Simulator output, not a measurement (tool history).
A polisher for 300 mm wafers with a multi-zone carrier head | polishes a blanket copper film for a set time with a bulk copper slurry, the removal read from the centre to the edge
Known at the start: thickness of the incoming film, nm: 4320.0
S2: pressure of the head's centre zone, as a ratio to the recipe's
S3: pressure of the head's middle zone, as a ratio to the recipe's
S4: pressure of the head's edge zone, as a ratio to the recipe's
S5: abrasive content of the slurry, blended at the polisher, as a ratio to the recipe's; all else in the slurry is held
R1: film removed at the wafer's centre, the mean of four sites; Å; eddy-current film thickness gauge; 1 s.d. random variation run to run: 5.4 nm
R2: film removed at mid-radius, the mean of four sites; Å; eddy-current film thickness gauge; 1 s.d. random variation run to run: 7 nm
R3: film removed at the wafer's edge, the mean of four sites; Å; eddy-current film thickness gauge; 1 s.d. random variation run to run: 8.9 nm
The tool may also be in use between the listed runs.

run 1 hour=0.0 | flow_of_slurry_(ml/min)=215 S2=1.00 S3=1.00 S4=1.00 S5=1.00 polishing_time_(s)=45 | R1=5491.9 R2=5357.7 R3=5498.1
run 2 hour=1.7 | flow_of_slurry_(ml/min)=190 S2=1.00 S3=1.00 S4=1.00 S5=1.00 polishing_time_(s)=45 | R1=5307.5 R2=5223.1 R3=5337.3
run 3 hour=3.3 | flow_of_slurry_(ml/min)=215 S2=1.03 S3=1.04 S4=1.03 S5=1.10 polishing_time_(s)=46 | R1=5811.0 R2=5657.4 R3=5699.4
run 4 hour=11.0 | flow_of_slurry_(ml/min)=215 S2=1.03 S3=1.04 S4=1.03 S5=0.95 polishing_time_(s)=46 | R1=5562.4 R2=5422.7 R3=5525.0
run 5 hour=18.7 | flow_of_slurry_(ml/min)=215 S2=1.03 S3=0.98 S4=1.03 S5=0.95 polishing_time_(s)=46 | R1=5695.4 R2=5322.3 R3=5597.3
run 6 hour=21.0 | flow_of_slurry_(ml/min)=215 S2=1.03 S3=0.98 S4=1.03 S5=0.85 polishing_time_(s)=46 | R1=5507.3 R2=5136.4 R3=5438.1
run 7 hour=24.6 | flow_of_slurry_(ml/min)=230 S2=1.05 S3=1.01 S4=1.04 S5=1.00 polishing_time_(s)=47 | R1=5933.7 R2=5590.9 R3=5845.3
run 8 hour=26.4 | flow_of_slurry_(ml/min)=245 S2=1.07 S3=1.03 S4=1.03 S5=1.10 polishing_time_(s)=48 | R1=6354.0 R2=5943.3 R3=6027.8

Forecast run 9:
run 9 hour=31.5 | flow_of_slurry_(ml/min)=255 S2=1.09 S3=1.05 S4=1.04 S5=1.20 polishing_time_(s)=49 | R1=? R2=? R3=?

{"run 9": {"R1": 6777.1, "R2": 6375.5, "R3": 6462.2}}

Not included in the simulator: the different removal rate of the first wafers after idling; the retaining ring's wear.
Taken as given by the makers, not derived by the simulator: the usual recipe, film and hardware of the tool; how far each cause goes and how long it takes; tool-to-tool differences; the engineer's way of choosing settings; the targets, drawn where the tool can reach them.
